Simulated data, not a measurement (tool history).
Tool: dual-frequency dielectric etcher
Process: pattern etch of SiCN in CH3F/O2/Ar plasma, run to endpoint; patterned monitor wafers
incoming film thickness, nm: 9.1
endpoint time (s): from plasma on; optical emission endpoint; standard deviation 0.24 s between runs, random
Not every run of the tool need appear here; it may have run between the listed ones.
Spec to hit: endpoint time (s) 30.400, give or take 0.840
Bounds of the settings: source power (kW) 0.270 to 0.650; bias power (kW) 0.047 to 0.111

run	hour	source power (kW)	bias power (kW)	endpoint time (s)
1	0.0	0.460	0.079	24.585
2	7.4	0.390	0.079	25.879
3	10.0	0.370	0.075	27.025
4	15.5	0.350	0.073	27.959
5	21.1	0.340	0.072	28.272
6	28.5	0.340	0.083	27.481
7	37.1	0.320	0.081	28.035
8	41.5	0.310	0.079	28.440
9	50.3	0.300	0.077	29.287

Pick the move, out of 5, that brings all results within their allowed miss; only one does.
A	59.1	0.310	0.078	?
B	59.1	0.340	0.075	?
C	59.1	0.320	0.080	?
D	59.1	0.270	0.080	?
E	59.1	0.300	0.090	?

move	endpoint time (s)
A	28.903
B	28.203
C	28.313
D	30.297
E	27.962
A: misses by more than the last run did
B: misses by more than the last run did
C: misses by more than the last run did
D: every result lands within tolerance
E: misses by more than the last run did
D meets every target.
